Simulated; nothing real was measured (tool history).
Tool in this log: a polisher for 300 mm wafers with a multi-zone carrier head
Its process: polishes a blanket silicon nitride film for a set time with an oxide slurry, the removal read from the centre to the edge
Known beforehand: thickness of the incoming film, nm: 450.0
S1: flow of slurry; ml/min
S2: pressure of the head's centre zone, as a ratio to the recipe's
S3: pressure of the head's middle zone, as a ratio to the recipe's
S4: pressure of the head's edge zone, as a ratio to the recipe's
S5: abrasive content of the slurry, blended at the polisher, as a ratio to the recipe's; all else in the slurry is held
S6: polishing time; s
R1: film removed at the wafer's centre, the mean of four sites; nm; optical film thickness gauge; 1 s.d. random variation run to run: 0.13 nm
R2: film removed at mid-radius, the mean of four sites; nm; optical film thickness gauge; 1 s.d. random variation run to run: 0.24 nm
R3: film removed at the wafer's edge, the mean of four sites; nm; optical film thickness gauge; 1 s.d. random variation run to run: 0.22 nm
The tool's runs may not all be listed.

run,day,S1,S2,S3,S4,S5,S6,R1,R2,R3
1,0,150,1,1,1,1,47,24.461,23.969,24.104
2,0.046,140,0.96,0.96,0.99,0.9,47,21.05,21.198,21.864
3,0.233,140,0.96,0.96,0.99,0.75,47,18.342,18.499,18.533
4,0.288,130,0.94,0.94,1.01,0.75,47,17.564,17.451,18.734
5,0.358,105,0.94,0.94,1.01,0.75,47,16.288,16.647,18.083
6,0.654,90,0.94,0.94,1.01,0.75,47,15.344,15.348,16.998
7,0.721,95,0.93,0.94,1.03,0.75,47,15.331,16.055,17.378
8,1.05,110,0.93,0.86,1.13,0.8,47,17.738,16.643,20.069

The next listed run, before its measurement:
9,1.238,105,0.92,0.88,1.13,0.8,47,?,?,?

Run 9 gave R1 16.785 nm, R2 16.746 nm, R3 20.006 nm.
